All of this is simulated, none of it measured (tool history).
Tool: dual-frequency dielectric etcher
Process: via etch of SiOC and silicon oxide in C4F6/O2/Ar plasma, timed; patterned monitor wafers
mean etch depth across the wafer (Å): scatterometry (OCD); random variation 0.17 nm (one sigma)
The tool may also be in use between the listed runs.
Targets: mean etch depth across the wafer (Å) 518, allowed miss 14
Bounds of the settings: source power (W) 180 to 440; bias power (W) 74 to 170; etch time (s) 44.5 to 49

run  hour  source power (W)  bias power (W)  etch time (s)  mean etch depth across the wafer (Å)
  1     0               310             122             49                                449.64
  2   8.7               310             122           44.5                                406.78
  3  16.5               310             140           44.5                                424.54
  4  20.1               340             146           45.5                                456.79
  5  23.5               300             146           45.5                                431.18
     26.9  -- source power generator calibrated
  6  26.9               330             146           45.5                                462.79
  7  30.3               330             146           45.5                                459.46
  8  33.4               350             148           45.5                                472.97

4 next moves are on the table. One of them brings every result within its allowed miss. Which?
  A  36.5               370             147             48                                     ?
  B  36.5               360             141             46                                     ?
  C  36.5               310             144           47.5                                     ?
  D  36.5               350             152           46.5                                     ?

move  mean etch depth across the wafer (Å)
   A                                 518.2
   B                                483.84
   C                                466.33
   D                                493.43
A: meets every target
B: nearer than the last run, and not there yet
C: further off than the last run
D: nearer than the last run, and not there yet
Answer: A

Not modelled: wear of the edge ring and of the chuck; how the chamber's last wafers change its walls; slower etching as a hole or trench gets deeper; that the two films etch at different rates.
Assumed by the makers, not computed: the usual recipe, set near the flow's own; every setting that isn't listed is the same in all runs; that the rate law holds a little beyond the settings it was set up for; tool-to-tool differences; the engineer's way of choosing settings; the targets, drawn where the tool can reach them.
